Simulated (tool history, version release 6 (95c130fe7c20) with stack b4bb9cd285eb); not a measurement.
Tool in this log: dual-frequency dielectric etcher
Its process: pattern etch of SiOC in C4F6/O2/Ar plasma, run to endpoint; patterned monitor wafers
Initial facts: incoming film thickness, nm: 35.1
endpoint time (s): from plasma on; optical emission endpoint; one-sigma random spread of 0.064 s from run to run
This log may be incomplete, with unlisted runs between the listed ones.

run	hour	bias power (kW)	source power (kW)	endpoint time (s)
1	0.0	0.500	0.260	13.190
2	5.6	0.500	0.230	14.346
3	9.7	0.500	0.200	15.606
4	18.2	0.565	0.200	15.046
5	19.6	0.565	0.160	18.836
6	23.3	0.501	0.160	19.429

Run 7 has not been measured yet. What should we expect?
7	27.8	0.601	0.210	?

endpoint time (s): 14.360
